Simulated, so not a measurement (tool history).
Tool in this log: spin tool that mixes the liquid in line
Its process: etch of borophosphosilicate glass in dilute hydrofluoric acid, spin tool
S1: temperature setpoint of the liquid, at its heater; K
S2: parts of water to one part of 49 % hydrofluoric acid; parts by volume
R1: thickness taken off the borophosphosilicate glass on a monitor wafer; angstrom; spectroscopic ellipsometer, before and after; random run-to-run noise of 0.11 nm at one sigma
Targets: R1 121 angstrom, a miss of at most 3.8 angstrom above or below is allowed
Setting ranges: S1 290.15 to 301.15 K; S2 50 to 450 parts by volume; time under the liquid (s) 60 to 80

run 1 hour=0 | S1=293.15 S2=250 time_under_the_liquid_(s)=80 | R1=76.515
run 2 hour=3.2 | S1=294.65 S2=245 time_under_the_liquid_(s)=80 | R1=84.824
run 3 hour=11.6 | S1=295.65 S2=240 time_under_the_liquid_(s)=80 | R1=89.359
run 4 hour=12.3 | S1=296.65 S2=235 time_under_the_liquid_(s)=80 | R1=94.87
run 5 hour=17.7 | S1=296.65 S2=290 time_under_the_liquid_(s)=80 | R1=74.302
run 6 hour=26.6 | S1=297.65 S2=275 time_under_the_liquid_(s)=80 | R1=82.088
run 7 hour=33.1 | S1=297.65 S2=275 time_under_the_liquid_(s)=80 | R1=81.825
-- hour=36.9 thermometer replaced
run 8 hour=36.9 | S1=298.15 S2=265 time_under_the_liquid_(s)=80 | R1=94.203
run 9 hour=42.7 | S1=298.65 S2=265 time_under_the_liquid_(s)=80 | R1=97.911
run 10 hour=51.1 | S1=299.15 S2=265 time_under_the_liquid_(s)=80 | R1=97.709
run 11 hour=56 | S1=299.65 S2=260 time_under_the_liquid_(s)=80 | R1=103.76
run 12 hour=63.9 | S1=300.15 S2=260 time_under_the_liquid_(s)=80 | R1=105.6
run 13 hour=68.5 | S1=300.15 S2=255 time_under_the_liquid_(s)=80 | R1=108.45
run 14 hour=73.8 | S1=300.65 S2=250 time_under_the_liquid_(s)=80 | R1=111.99
run 15 hour=81.3 | S1=301.15 S2=245 time_under_the_liquid_(s)=80 | R1=116.47

Which one of the following 5 next-run settings gets every result inside its allowed miss? There is exactly one.
run A hour=88.8 | S1=300.15 S2=245 time_under_the_liquid_(s)=80 | R1=?
run B hour=88.8 | S1=301.15 S2=250 time_under_the_liquid_(s)=80 | R1=?
run C hour=88.8 | S1=300.65 S2=225 time_under_the_liquid_(s)=70 | R1=?
run D hour=88.8 | S1=301.15 S2=240 time_under_the_liquid_(s)=80 | R1=?
run E hour=88.8 | S1=301.15 S2=255 time_under_the_liquid_(s)=80 | R1=?

move=A R1=112.94
move=B R1=113.93
move=C R1=111.96
move=D R1=120.01
move=E R1=111.08
A: misses by more than the last run did
B: misses by more than the last run did
C: misses by more than the last run did
D: all results in spec
E: misses by more than the last run did
Correct choice: D, which meets every target
